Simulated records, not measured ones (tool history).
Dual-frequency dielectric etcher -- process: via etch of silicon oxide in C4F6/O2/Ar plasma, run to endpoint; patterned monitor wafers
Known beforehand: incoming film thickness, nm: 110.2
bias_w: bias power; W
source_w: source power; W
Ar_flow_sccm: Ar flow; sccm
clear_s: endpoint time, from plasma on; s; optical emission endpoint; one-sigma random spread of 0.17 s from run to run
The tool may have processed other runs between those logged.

Run 1, hour 0.0: bias_w 340 W, source_w 370 W, Ar_flow_sccm 326 sccm. Result: clear_s 27.441 s.
Run 2, hour 4.6: bias_w 367 W, source_w 370 W, Ar_flow_sccm 326 sccm. Result: clear_s 26.680 s.
Run 3, hour 10.3: bias_w 414 W, source_w 370 W, Ar_flow_sccm 326 sccm. Result: clear_s 24.928 s.
Run 4, hour 16.8: bias_w 425 W, source_w 390 W, Ar_flow_sccm 320 sccm. Result: clear_s 23.997 s.
Run 5, hour 23.1: bias_w 425 W, source_w 330 W, Ar_flow_sccm 320 sccm. Result: clear_s 25.525 s.
Run 6, hour 27.5: bias_w 425 W, source_w 330 W, Ar_flow_sccm 362 sccm. Result: clear_s 25.983 s.
Run 7, hour 33.9: bias_w 434 W, source_w 360 W, Ar_flow_sccm 353 sccm. Result: clear_s 24.592 s.

Estimate the outcome of run 8 from the log above:
Run 8, hour 40.8: bias_w 434 W, source_w 360 W, Ar_flow_sccm 353 sccm. Result: clear_s ?.

For run 8 the tool returned clear_s 24.610 s.
